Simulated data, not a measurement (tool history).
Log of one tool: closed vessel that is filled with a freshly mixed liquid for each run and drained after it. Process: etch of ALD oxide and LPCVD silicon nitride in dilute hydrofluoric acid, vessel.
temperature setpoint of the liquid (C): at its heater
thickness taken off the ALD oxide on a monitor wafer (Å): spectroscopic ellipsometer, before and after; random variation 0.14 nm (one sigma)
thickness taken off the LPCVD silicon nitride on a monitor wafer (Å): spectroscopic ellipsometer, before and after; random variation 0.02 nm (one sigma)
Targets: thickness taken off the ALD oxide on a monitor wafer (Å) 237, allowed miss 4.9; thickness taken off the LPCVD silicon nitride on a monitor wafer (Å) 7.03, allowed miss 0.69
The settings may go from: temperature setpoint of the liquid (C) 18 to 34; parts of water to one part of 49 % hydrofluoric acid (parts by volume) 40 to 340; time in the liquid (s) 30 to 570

run	hour	temperature setpoint of the liquid (C)	parts of water to one part of 49 % hydrofluoric acid (parts by volume)	time in the liquid (s)	thickness taken off the ALD oxide on a monitor wafer (Å)	thickness taken off the LPCVD silicon nitride on a monitor wafer (Å)
1	0	26	190	290	304.44	7.8621
2	5	26	195	290	296.68	8.0804
3	7	22.5	195	290	257.56	6.2035
4	10.9	23	200	290	259.12	6.3659
5	17	23.5	205	290	253.52	6.1205
6	20.7	24	210	290	251.15	6.2907
7	29	24.5	215	290	248.06	6.4754
8	37.4	24.5	215	290	249.63	6.3864

4 next moves are on the table. One of them brings every result within its allowed miss. Which?
A	45.8	31.5	235	230	?	?
B	45.8	23.5	190	235	?	?
C	45.8	26.5	295	385	?	?
D	45.8	24.5	215	260	?	?

move	thickness taken off the ALD oxide on a monitor wafer (Å)	thickness taken off the LPCVD silicon nitride on a monitor wafer (Å)
A	224.14	7.4997
B	224.97	5.8316
C	236.51	7.4185
D	222.19	6.0811
A: takes the result that was furthest off past its target
B: takes the result that was furthest off past its target
C: meets every target
D: takes the result that was furthest off past its target
Move C is the one to make.
